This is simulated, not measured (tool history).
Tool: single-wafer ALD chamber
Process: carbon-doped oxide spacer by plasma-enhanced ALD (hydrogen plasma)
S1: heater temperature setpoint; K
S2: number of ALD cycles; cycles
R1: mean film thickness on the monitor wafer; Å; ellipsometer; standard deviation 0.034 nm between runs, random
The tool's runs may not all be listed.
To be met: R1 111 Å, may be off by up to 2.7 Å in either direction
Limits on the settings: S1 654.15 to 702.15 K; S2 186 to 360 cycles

| run | hour | S1 | S2 | R1 |
|---|---|---|---|---|
| 1 | 0 | 678.15 | 273 | 126.38 |
| 2 | 7.8 | 668.15 | 273 | 127.97 |
| 3 | 12 | 668.15 | 243 | 113.97 |
| 4 | 16.4 | 668.15 | 281 | 132.05 |
| 5 | 18.1 | 668.15 | 273 | 128.33 |
| 6 | 25.4 | 668.15 | 245 | 114.55 |
| 7 | 26.4 | 668.15 | 244 | 114.54 |
| 8 | 28.7 | 668.15 | 243 | 114.47 |

Pick the move, out of 4, that brings all results within their allowed miss; only one does.
| A | 31 | 662.15 | 264 | ? |
| B | 31 | 667.15 | 260 | ? |
| C | 31 | 672.15 | 236 | ? |
| D | 31 | 674.15 | 270 | ? |

| move | R1 |
|---|---|
| A | 123.41 |
| B | 121.54 |
| C | 110.32 |
| D | 125.66 |
A: the biggest miss grows against the last run
B: the biggest miss grows against the last run
C: every result lands within tolerance
D: the biggest miss grows against the last run
The right move is C.
